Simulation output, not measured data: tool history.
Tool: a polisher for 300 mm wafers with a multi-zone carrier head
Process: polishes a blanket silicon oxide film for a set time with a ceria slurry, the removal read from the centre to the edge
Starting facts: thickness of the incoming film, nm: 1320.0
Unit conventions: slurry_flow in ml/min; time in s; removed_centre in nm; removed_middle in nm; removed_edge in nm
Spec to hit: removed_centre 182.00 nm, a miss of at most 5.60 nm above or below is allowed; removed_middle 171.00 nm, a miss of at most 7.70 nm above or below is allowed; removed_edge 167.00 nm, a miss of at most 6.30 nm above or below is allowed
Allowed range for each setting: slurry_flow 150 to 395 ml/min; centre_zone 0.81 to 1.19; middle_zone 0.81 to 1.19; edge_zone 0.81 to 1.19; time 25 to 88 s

run	day	slurry_flow	centre_zone	middle_zone	edge_zone	time	removed_centre	removed_middle	removed_edge
1	0.000	250	1.00	1.00	1.00	56	274.80	266.51	269.96
2	0.096	250	0.95	1.00	1.00	56	264.36	269.65	273.70
3	0.438	250	1.01	1.00	1.00	56	278.72	275.95	267.68
4	0.483	250	1.01	1.00	0.96	56	279.79	274.45	264.70
5	0.771	250	1.07	1.00	0.96	56	289.87	271.52	258.73
6	0.846	250	1.04	1.00	0.96	56	284.66	272.10	265.47
7	1.200	250	1.04	1.00	0.96	52	267.26	248.64	248.56
8	1.350	245	1.04	1.02	0.94	48	247.93	229.88	223.86

5 next moves are on the table. One of them brings every result within its allowed miss. Which?
A	1.500	150	1.07	0.91	1.08	41	?	?	?
B	1.500	165	1.03	0.99	0.87	39	?	?	?
C	1.500	260	0.96	0.81	1.16	37	?	?	?
D	1.500	265	0.99	1.14	0.86	59	?	?	?
E	1.500	250	0.99	0.81	1.11	37	?	?	?

move	removed_centre	removed_middle	removed_edge
A	198.73	167.46	189.96
B	186.49	174.03	169.52
C	178.80	152.13	189.45
D	295.49	318.51	269.86
E	183.43	151.36	185.46
A: better than the last run, though not everything is in spec
B: meets every target
C: brings the last run's worst result on target, with another outside its allowed miss
D: further off than the last run
E: brings the last run's worst result on target, with another outside its allowed miss
Answer: B
